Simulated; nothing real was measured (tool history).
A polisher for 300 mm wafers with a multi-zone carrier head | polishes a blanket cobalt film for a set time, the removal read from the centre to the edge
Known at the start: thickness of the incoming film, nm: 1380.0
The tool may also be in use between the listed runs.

run,hour,flow of slurry (ml/min),pressure of the head's centre zone,pressure of the head's middle zone,pressure of the head's edge zone,polishing time (s),film removed at the wafer's centre (Å),film removed at mid-radius (Å),film removed at the wafer's edge (Å)
1,0.0,295,1.00,1.00,1.00,52,2330.6,2407.0,2469.1
2,1.1,295,1.00,1.00,1.00,59,2716.3,2742.8,2823.5
3,2.9,295,1.00,0.99,0.98,55,2488.5,2492.2,2608.5
4,5.5,255,1.00,0.99,0.98,55,2433.0,2460.5,2507.8
5,11.5,245,1.00,0.98,0.97,52,2333.8,2337.8,2345.0
6,14.2,245,1.00,0.98,0.97,40,1788.4,1766.4,1851.6
7,17.8,240,0.99,0.98,0.96,39,1711.8,1769.8,1745.0
8,25.0,240,0.98,0.96,0.95,38,1640.3,1654.4,1708.6
9,27.4,235,0.98,0.95,0.93,38,1687.5,1681.7,1706.7
10,30.2,235,0.96,0.92,0.92,30,1275.5,1332.5,1348.3
11,36.5,235,0.97,0.93,0.93,30,1276.3,1284.6,1320.3
12,43.5,235,0.98,0.94,0.94,30,1311.2,1294.2,1341.5
13,44.3,235,0.98,0.95,0.95,30,1282.1,1319.1,1346.2
14,49.3,235,0.99,0.95,0.95,31,1369.7,1334.2,1385.5

Forecast run 15:
15,50.9,235,0.99,0.96,0.95,31,?,?,?

film removed at the wafer's centre (Å): 1346.8
film removed at mid-radius (Å): 1361.7
film removed at the wafer's edge (Å): 1395.6
